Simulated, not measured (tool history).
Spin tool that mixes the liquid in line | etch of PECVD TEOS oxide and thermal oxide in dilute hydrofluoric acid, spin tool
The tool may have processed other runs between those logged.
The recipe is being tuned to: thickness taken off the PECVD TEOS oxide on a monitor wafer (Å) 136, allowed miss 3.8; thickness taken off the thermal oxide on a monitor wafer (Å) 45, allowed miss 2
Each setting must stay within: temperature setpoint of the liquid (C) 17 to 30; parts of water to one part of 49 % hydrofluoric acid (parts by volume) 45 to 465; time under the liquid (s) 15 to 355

run,hour,temperature setpoint of the liquid (C),parts of water to one part of 49 % hydrofluoric acid (parts by volume),time under the liquid (s),thickness taken off the PECVD TEOS oxide on a monitor wafer (Å),thickness taken off the thermal oxide on a monitor wafer (Å)
1,0,22,255,180,70.226,23.885
2,0.9,22,220,180,84.624,28.748
3,5.3,24,210,180,97.941,32.17
4,13.5,24.5,200,180,104.04,33.711
5,18,24.5,185,180,115.24,37.457
6,22.8,24.5,185,245,157.05,51.54
7,27.9,24,190,245,149.25,49.526
8,34.9,24,195,245,144.53,47.881

4 candidate next runs follow, results not yet known. Just one meets every target within its allowed miss. Identify it.
A,41.9,24,200,270,?,?
B,41.9,23,180,220,?,?
C,41.9,23.5,180,235,?,?
D,41.9,25.5,190,225,?,?

move,thickness taken off the PECVD TEOS oxide on a monitor wafer (Å),thickness taken off the thermal oxide on a monitor wafer (Å)
A,155.33,50.568
B,138.41,45.06
C,150.66,49.05
D,145.57,47.393
A: its largest miss is bigger than the last run's
B: meets every target
C: its largest miss is bigger than the last run's
D: its largest miss is bigger than the last run's
Move B is the one to make.
